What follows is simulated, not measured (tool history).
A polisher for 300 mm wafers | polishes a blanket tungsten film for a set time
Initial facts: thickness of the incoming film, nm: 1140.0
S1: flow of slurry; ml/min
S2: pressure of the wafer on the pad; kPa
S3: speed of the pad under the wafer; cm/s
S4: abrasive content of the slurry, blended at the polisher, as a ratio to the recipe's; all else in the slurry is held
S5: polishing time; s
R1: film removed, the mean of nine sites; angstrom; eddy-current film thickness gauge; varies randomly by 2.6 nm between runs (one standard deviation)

run 1 hour=0.0 | S1=230 S2=24.1 S3=124 S4=1.0 S5=93 | R1=5329.8
run 2 hour=5.8 | S1=200 S2=24.1 S3=124 S4=1.0 S5=93 | R1=5235.3
run 3 hour=7.2 | S1=200 S2=22.8 S3=124 S4=1.0 S5=93 | R1=4947.3
run 4 hour=12.6 | S1=200 S2=22.8 S3=150 S4=1.0 S5=93 | R1=5765.3
run 5 hour=20.0 | S1=200 S2=22.8 S3=150 S4=1.0 S5=93 | R1=5754.6
run 6 hour=23.5 | S1=200 S2=22.8 S3=150 S4=1.2 S5=93 | R1=6113.6

Expected results for the next run?
run 7 hour=32.3 | S1=190 S2=15.9 S3=124 S4=1.2 S5=93 | R1=?

R1: 4021.2 angstrom
